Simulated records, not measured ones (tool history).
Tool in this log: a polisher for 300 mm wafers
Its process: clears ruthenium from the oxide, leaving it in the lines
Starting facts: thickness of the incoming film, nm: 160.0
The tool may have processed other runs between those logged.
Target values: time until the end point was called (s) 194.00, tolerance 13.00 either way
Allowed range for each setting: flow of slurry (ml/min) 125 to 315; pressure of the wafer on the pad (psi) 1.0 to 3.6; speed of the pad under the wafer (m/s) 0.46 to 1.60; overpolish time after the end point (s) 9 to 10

| run | hour | flow of slurry (ml/min) | pressure of the wafer on the pad (psi) | speed of the pad under the wafer (m/s) | overpolish time after the end point (s) | time until the end point was called (s) |
|---|---|---|---|---|---|---|
| 1 | 0.0 | 205 | 2.3 | 1.02 | 10 | 129.62 |
| 2 | 2.2 | 205 | 2.2 | 1.02 | 10 | 133.81 |
| 3 | 8.3 | 205 | 2.2 | 0.84 | 10 | 145.32 |
| 4 | 16.1 | 205 | 2.7 | 0.84 | 10 | 122.95 |
| 5 | 19.0 | 205 | 2.6 | 0.82 | 10 | 123.63 |
| 6 | 25.6 | 170 | 2.6 | 0.82 | 10 | 138.21 |
| 7 | 27.7 | 165 | 2.5 | 0.82 | 10 | 135.60 |
| 8 | 32.6 | 165 | 2.4 | 0.80 | 10 | 148.58 |

Below are 4 possible settings for the next run. Only one of them brings all results inside the allowed miss of their targets. Which is it?
| A | 37.5 | 215 | 2.7 | 0.54 | 9 | ? |
| B | 37.5 | 125 | 2.0 | 0.70 | 10 | ? |
| C | 37.5 | 170 | 2.1 | 0.82 | 9 | ? |
| D | 37.5 | 160 | 2.6 | 0.58 | 10 | ? |

| move | time until the end point was called (s) |
|---|---|
| A | 157.95 |
| B | 195.94 |
| C | 163.36 |
| D | 163.26 |
A: gains on the last run, yet a result remains outside its allowed miss
B: meets every target
C: gains on the last run, yet a result remains outside its allowed miss
D: gains on the last run, yet a result remains outside its allowed miss
Go with B: it meets all targets.
